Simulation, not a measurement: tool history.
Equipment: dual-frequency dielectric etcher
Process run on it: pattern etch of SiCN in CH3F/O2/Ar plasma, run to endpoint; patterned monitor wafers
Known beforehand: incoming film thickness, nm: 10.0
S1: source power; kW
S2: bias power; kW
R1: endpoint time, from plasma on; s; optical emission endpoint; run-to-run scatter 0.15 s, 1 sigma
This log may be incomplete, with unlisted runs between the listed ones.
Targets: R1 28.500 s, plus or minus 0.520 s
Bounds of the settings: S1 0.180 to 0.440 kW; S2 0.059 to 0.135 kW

Run 1, hour 0.0: S1 0.310 kW, S2 0.097 kW. Result: R1 25.088 s.
Run 2, hour 2.5: S1 0.300 kW, S2 0.096 kW. Result: R1 25.423 s.
Run 3, hour 5.3: S1 0.300 kW, S2 0.113 kW. Result: R1 23.497 s.
Run 4, hour 9.9: S1 0.280 kW, S2 0.111 kW. Result: R1 24.113 s.
Run 5, hour 17.4: S1 0.250 kW, S2 0.111 kW. Result: R1 25.101 s.
Run 6, hour 22.7: S1 0.210 kW, S2 0.111 kW. Result: R1 26.310 s.
Run 7, hour 26.2: S1 0.210 kW, S2 0.109 kW. Result: R1 26.325 s.
Run 8, hour 34.9: S1 0.210 kW, S2 0.109 kW. Result: R1 26.210 s.
Run 9, hour 41.0: S1 0.210 kW, S2 0.107 kW. Result: R1 26.764 s.

Which of these 5 next moves meets every target?
Run A, hour 47.1: S1 0.220 kW, S2 0.085 kW. Result: R1 ?.
Run B, hour 47.1: S1 0.210 kW, S2 0.093 kW. Result: R1 ?.
Run C, hour 47.1: S1 0.180 kW, S2 0.093 kW. Result: R1 ?.
Run D, hour 47.1: S1 0.190 kW, S2 0.093 kW. Result: R1 ?.
Run E, hour 47.1: S1 0.240 kW, S2 0.110 kW. Result: R1 ?.

move      R1
   A  29.447
   B  28.461
   C  29.604
   D  29.204
   E  25.230
A: carries the result that was furthest off beyond its target, to the other side
B: every result lands within tolerance
C: carries the result that was furthest off beyond its target, to the other side
D: carries the result that was furthest off beyond its target, to the other side
E: moves away from the targets compared with the last run
B meets every target.
